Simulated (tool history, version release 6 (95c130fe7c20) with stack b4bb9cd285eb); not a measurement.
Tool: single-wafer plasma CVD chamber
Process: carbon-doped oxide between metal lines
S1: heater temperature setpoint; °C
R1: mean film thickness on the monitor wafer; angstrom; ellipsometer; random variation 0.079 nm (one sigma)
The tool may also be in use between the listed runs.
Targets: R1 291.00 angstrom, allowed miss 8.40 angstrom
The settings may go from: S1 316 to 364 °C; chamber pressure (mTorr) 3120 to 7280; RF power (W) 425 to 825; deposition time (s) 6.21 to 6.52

{"run": 1, "hour": 0.0, "S1": 340, "chamber pressure (mTorr)": 5200, "RF power (W)": 625, "deposition time (s)": 6.52, "R1": 391.3}
{"run": 2, "hour": 0.7, "S1": 344, "chamber pressure (mTorr)": 4960, "RF power (W)": 565, "deposition time (s)": 6.43, "R1": 352.74}
{"run": 3, "hour": 2.2, "S1": 344, "chamber pressure (mTorr)": 4960, "RF power (W)": 620, "deposition time (s)": 6.43, "R1": 375.9}
{"run": 4, "hour": 4.6, "S1": 344, "chamber pressure (mTorr)": 4960, "RF power (W)": 620, "deposition time (s)": 6.52, "R1": 380.44}
{"run": 5, "hour": 8.9, "S1": 344, "chamber pressure (mTorr)": 4960, "RF power (W)": 650, "deposition time (s)": 6.52, "R1": 392.4}
{"run": 6, "hour": 16.1, "S1": 346, "chamber pressure (mTorr)": 4760, "RF power (W)": 595, "deposition time (s)": 6.43, "R1": 360.84}
{"run": 7, "hour": 18.6, "S1": 348, "chamber pressure (mTorr)": 4600, "RF power (W)": 555, "deposition time (s)": 6.37, "R1": 336.88}
{"run": 8, "hour": 22.0, "S1": 354, "chamber pressure (mTorr)": 3890, "RF power (W)": 455, "deposition time (s)": 6.24, "R1": 273.59}
{"run": 9, "hour": 26.0, "S1": 352, "chamber pressure (mTorr)": 4020, "RF power (W)": 460, "deposition time (s)": 6.24, "R1": 279.76}

Which of these 4 next moves meets every target?
{"run": "A", "hour": 30.0, "S1": 346, "chamber pressure (mTorr)": 4410, "RF power (W)": 525, "deposition time (s)": 6.21, "R1": "?"}
{"run": "B", "hour": 30.0, "S1": 346, "chamber pressure (mTorr)": 3380, "RF power (W)": 455, "deposition time (s)": 6.52, "R1": "?"}
{"run": "C", "hour": 30.0, "S1": 355, "chamber pressure (mTorr)": 4330, "RF power (W)": 505, "deposition time (s)": 6.52, "R1": "?"}
{"run": "D", "hour": 30.0, "S1": 350, "chamber pressure (mTorr)": 4250, "RF power (W)": 495, "deposition time (s)": 6.4, "R1": "?"}

move=A R1=316.99
move=B R1=288.83
move=C R1=313.73
move=D R1=307.52
A: takes the result that was furthest off past its target
B: meets every target
C: takes the result that was furthest off past its target
D: takes the result that was furthest off past its target
Answer: B

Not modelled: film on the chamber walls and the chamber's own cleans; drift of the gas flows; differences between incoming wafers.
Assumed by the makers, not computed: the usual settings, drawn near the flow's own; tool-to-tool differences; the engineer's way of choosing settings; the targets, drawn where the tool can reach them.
